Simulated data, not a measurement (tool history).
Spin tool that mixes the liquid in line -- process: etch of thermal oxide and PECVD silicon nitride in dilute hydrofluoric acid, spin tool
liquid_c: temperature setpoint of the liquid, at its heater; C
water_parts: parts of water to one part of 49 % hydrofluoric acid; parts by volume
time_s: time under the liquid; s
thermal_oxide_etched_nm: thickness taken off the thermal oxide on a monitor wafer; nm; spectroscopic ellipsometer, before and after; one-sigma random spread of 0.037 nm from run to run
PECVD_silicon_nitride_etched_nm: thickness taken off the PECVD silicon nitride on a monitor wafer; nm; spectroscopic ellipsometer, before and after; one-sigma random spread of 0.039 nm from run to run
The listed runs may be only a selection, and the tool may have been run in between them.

run	day	liquid_c	water_parts	time_s	thermal_oxide_etched_nm	PECVD_silicon_nitride_etched_nm
1	0.000	25.0	150	160	4.9048	3.9617
2	0.338	24.0	130	155	5.3547	4.0784
3	0.579	23.5	115	150	5.8598	4.4527
4	0.746	22.0	100	150	6.5180	4.5352
5	1.071	22.0	100	125	5.4722	3.7876
6	1.350	22.0	100	170	7.3681	5.1367

Run 7, settings as shown, results not yet in. Your forecast:
7	1.667	21.5	100	170	?	?

Logged for run 7: thermal_oxide_etched_nm 7.2601 nm, PECVD_silicon_nitride_etched_nm 5.0241 nm.
